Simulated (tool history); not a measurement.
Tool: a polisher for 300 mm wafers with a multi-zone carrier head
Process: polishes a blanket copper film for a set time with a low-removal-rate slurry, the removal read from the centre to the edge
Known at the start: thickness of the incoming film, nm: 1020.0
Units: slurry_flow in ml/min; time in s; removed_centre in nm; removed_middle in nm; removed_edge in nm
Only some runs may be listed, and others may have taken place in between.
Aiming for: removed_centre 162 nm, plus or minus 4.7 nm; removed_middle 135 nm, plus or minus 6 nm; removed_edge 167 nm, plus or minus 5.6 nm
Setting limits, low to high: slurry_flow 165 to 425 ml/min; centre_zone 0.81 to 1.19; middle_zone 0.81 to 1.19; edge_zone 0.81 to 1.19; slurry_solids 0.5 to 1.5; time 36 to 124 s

| run | hour | slurry_flow | centre_zone | middle_zone | edge_zone | slurry_solids | time | removed_centre | removed_middle | removed_edge |
|---|---|---|---|---|---|---|---|---|---|---|
| 1 | 0 | 275 | 1 | 1 | 1 | 1 | 79 | 241.33 | 237.49 | 247.23 |
| 2 | 8.3 | 265 | 1 | 0.95 | 1 | 0.85 | 73 | 211.78 | 202.73 | 219.81 |
| 3 | 17.3 | 260 | 1.01 | 0.91 | 1.01 | 0.75 | 68 | 194.68 | 174.81 | 198.99 |
| 4 | 22.2 | 255 | 1 | 0.88 | 1 | 0.7 | 66 | 183.31 | 163.42 | 190.53 |
| 5 | 27.6 | 255 | 1 | 0.88 | 0.92 | 0.7 | 66 | 187.17 | 164.04 | 182.12 |
| 6 | 33.1 | 255 | 1.03 | 0.88 | 0.92 | 0.7 | 66 | 188.69 | 165.45 | 179.79 |
| 7 | 39.9 | 250 | 1.02 | 0.86 | 0.94 | 0.65 | 65 | 181.59 | 158.07 | 179.97 |
| 8 | 42 | 250 | 1.02 | 0.85 | 0.95 | 0.6 | 63 | 172.33 | 147.48 | 170.63 |
| 9 | 51 | 245 | 1.02 | 0.84 | 0.96 | 0.55 | 63 | 167.9 | 140.27 | 166.9 |

Which one of the following 4 next-run settings gets every result inside its allowed miss? There is exactly one.
| A | 60 | 285 | 1.11 | 0.83 | 1.06 | 0.5 | 61 | ? | ? | ? |
| B | 60 | 280 | 1.09 | 0.81 | 1 | 0.5 | 62 | ? | ? | ? |
| C | 60 | 260 | 1.02 | 0.83 | 1.06 | 0.55 | 60 | ? | ? | ? |
| D | 60 | 230 | 1.03 | 0.81 | 1.06 | 0.65 | 62 | ? | ? | ? |

| move | removed_centre | removed_middle | removed_edge |
|---|---|---|---|
| A | 175.12 | 136.03 | 167.29 |
| B | 174.37 | 135.29 | 165.51 |
| C | 159.97 | 135.46 | 166.94 |
| D | 170.48 | 140.42 | 177.3 |
A: its largest miss is bigger than the last run's
B: its largest miss is bigger than the last run's
C: all results land within tolerance of their targets
D: its largest miss is bigger than the last run's
The move that meets every target is C.
